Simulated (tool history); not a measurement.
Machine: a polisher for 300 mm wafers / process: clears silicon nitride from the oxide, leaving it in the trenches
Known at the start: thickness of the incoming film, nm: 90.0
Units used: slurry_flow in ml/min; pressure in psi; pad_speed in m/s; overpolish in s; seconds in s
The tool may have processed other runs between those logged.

| run | day | slurry_flow | pressure | pad_speed | overpolish | seconds |
|---|---|---|---|---|---|---|
| 1 | 0.000 | 280 | 2.9 | 1.18 | 14 | 64.702 |
| 2 | 0.229 | 250 | 2.9 | 1.18 | 14 | 64.824 |
| 3 | 0.488 | 250 | 3.1 | 1.18 | 14 | 61.520 |
| 4 | 0.738 | 250 | 3.1 | 1.04 | 14 | 69.299 |
| 5 | 0.792 | 250 | 3.1 | 1.04 | 14 | 68.895 |
| 6 | 0.917 | 250 | 3.4 | 1.04 | 14 | 63.915 |
| 7 | 1.275 | 250 | 3.4 | 1.04 | 14 | 63.240 |
| 8 | 1.367 | 250 | 3.6 | 1.04 | 14 | 60.020 |
| 9 | 1.638 | 250 | 3.8 | 1.04 | 14 | 57.018 |
| 10 | 1.954 | 250 | 4.0 | 1.04 | 14 | 54.141 |
| 11 | 2.254 | 250 | 4.1 | 1.04 | 14 | 52.633 |
| 12 | 2.617 | 250 | 4.2 | 1.04 | 14 | 51.075 |
| 13 | 2.658 | 250 | 4.3 | 1.04 | 14 | 49.435 |

Run 14 is up next; what results do you expect?
| 14 | 2.812 | 250 | 4.4 | 1.04 | 14 | ? |

seconds: 49.058 s
